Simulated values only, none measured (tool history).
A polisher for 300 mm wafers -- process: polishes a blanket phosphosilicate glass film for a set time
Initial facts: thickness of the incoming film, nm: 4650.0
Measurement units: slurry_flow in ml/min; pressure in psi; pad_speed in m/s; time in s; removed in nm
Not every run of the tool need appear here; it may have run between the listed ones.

run,hour,slurry_flow,pressure,pad_speed,slurry_solids,time,removed
1,0,255,4.1,1.1,1,38,409.99
2,3.3,320,4.1,1.1,1,38,423.27
3,7.5,380,4.1,1.1,1,38,435.16
4,13.8,380,4.1,1.1,1,33,380.16
5,21.9,380,4,1.1,1,33,372.94
6,28.3,380,4.4,1.1,1,33,403.31
7,32,380,4.3,1.1,1,33,392.33
8,39.7,380,4.2,1.1,1,33,390.41
9,45.7,380,4.1,1.1,1,33,374.94

What will run 10 give?
10,51,380,4,1.1,1,33,?

Run 10 measured removed 366 nm.

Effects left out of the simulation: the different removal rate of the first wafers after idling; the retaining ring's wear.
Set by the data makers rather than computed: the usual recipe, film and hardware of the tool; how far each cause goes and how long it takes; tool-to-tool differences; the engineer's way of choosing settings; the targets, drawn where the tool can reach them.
